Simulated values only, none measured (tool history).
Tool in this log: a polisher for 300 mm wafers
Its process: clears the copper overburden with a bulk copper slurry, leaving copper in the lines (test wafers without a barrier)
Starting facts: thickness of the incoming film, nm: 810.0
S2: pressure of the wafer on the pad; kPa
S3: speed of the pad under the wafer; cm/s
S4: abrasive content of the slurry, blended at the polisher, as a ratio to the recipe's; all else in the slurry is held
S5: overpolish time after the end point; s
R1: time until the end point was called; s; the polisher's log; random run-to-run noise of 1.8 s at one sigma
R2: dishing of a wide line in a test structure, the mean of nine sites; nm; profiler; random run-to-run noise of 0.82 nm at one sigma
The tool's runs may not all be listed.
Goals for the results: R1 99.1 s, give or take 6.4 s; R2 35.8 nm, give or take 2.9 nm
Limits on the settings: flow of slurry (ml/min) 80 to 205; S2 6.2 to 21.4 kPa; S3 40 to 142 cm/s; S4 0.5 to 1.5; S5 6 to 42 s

Run 1, day 0: flow of slurry (ml/min) 135, S2 13.8 kPa, S3 90 cm/s, S4 1, S5 21 s. Result: R1 165.41 s, R2 64.779 nm.
Run 2, day 0.121: flow of slurry (ml/min) 135, S2 13.8 kPa, S3 90 cm/s, S4 1, S5 12 s. Result: R1 164.86 s, R2 41.416 nm.
Run 3, day 0.275: flow of slurry (ml/min) 135, S2 11 kPa, S3 90 cm/s, S4 1, S5 12 s. Result: R1 201.51 s, R2 34.206 nm.
Run 4, day 0.517: flow of slurry (ml/min) 135, S2 11 kPa, S3 90 cm/s, S4 1, S5 6 s. Result: R1 204.29 s, R2 18.685 nm.
Run 5, day 0.592: flow of slurry (ml/min) 135, S2 11 kPa, S3 110 cm/s, S4 1, S5 6 s. Result: R1 166.22 s, R2 23.021 nm.
Run 6, day 0.921: flow of slurry (ml/min) 135, S2 11.7 kPa, S3 116 cm/s, S4 1, S5 6 s. Result: R1 152.14 s, R2 24.301 nm.
Run 7, day 1.083: flow of slurry (ml/min) 135, S2 12.4 kPa, S3 120 cm/s, S4 1, S5 6 s. Result: R1 140.68 s, R2 26.31 nm.
Run 8, day 1.138: flow of slurry (ml/min) 135, S2 13.1 kPa, S3 124 cm/s, S4 1, S5 6 s. Result: R1 127.84 s, R2 27.806 nm.
Run 9, day 1.246: flow of slurry (ml/min) 135, S2 13.8 kPa, S3 126 cm/s, S4 1, S5 6 s. Result: R1 121.35 s, R2 31.082 nm.

5 next moves are on the table. One of them brings every result within its allowed miss. Which?
Run A, day 1.354: flow of slurry (ml/min) 120, S2 13.1 kPa, S3 136 cm/s, S4 1.1, S5 6 s. Result: R1 ?, R2 ?.
Run B, day 1.354: flow of slurry (ml/min) 130, S2 13.1 kPa, S3 132 cm/s, S4 0.95, S5 8 s. Result: R1 ?, R2 ?.
Run C, day 1.354: flow of slurry (ml/min) 165, S2 13.8 kPa, S3 142 cm/s, S4 1.1, S5 6 s. Result: R1 ?, R2 ?.
Run D, day 1.354: flow of slurry (ml/min) 125, S2 12.4 kPa, S3 140 cm/s, S4 1.05, S5 6 s. Result: R1 ?, R2 ?.
Run E, day 1.354: flow of slurry (ml/min) 165, S2 12.4 kPa, S3 136 cm/s, S4 1.1, S5 6 s. Result: R1 ?, R2 ?.

move      R1      R2
   A   119.6  31.066
   B  125.57  38.029
   C  102.52  35.569
   D  123.05  30.202
   E  118.16  31.273
A: gains on the last run, yet a result remains outside its allowed miss
B: its largest miss is bigger than the last run's
C: all results in spec
D: its largest miss is bigger than the last run's
E: gains on the last run, yet a result remains outside its allowed miss
Move C is the one to make.
